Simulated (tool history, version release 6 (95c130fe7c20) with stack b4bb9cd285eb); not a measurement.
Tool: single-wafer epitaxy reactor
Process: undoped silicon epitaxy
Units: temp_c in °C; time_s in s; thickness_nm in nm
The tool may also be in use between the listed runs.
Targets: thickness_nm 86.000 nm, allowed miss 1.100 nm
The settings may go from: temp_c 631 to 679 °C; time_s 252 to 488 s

Run 1, hour 0.0: temp_c 655 °C, time_s 370 s. Result: thickness_nm 67.457 nm.
Run 2, hour 6.7: temp_c 658 °C, time_s 370 s. Result: thickness_nm 71.776 nm.
Run 3, hour 15.6: temp_c 658 °C, time_s 331 s. Result: thickness_nm 64.268 nm.
Run 4, hour 23.0: temp_c 653 °C, time_s 331 s. Result: thickness_nm 57.342 nm.
Run 5, hour 31.5: temp_c 659 °C, time_s 331 s. Result: thickness_nm 65.699 nm.
Run 6, hour 34.8: temp_c 651 °C, time_s 331 s. Result: thickness_nm 55.118 nm.
Run 7, hour 36.8: temp_c 657 °C, time_s 331 s. Result: thickness_nm 63.045 nm.
Run 8, hour 38.1: temp_c 661 °C, time_s 331 s. Result: thickness_nm 68.512 nm.
Run 9, hour 47.1: temp_c 664 °C, time_s 331 s. Result: thickness_nm 72.851 nm.
Run 10, hour 49.3: temp_c 666 °C, time_s 331 s. Result: thickness_nm 76.955 nm.

5 next moves are on the table. One of them brings every result within its allowed miss. Which?
Run A, hour 51.5: temp_c 668 °C, time_s 346 s. Result: thickness_nm ?.
Run B, hour 51.5: temp_c 663 °C, time_s 335 s. Result: thickness_nm ?.
Run C, hour 51.5: temp_c 662 °C, time_s 310 s. Result: thickness_nm ?.
Run D, hour 51.5: temp_c 670 °C, time_s 331 s. Result: thickness_nm ?.
Run E, hour 51.5: temp_c 670 °C, time_s 339 s. Result: thickness_nm ?.

move  thickness_nm
   A        83.685
   B        72.642
   C        65.759
   D        83.604
   E        85.625
A: nearer than the last run, and not there yet
B: further off than the last run
C: further off than the last run
D: nearer than the last run, and not there yet
E: meets every target
Move E is the one to make.
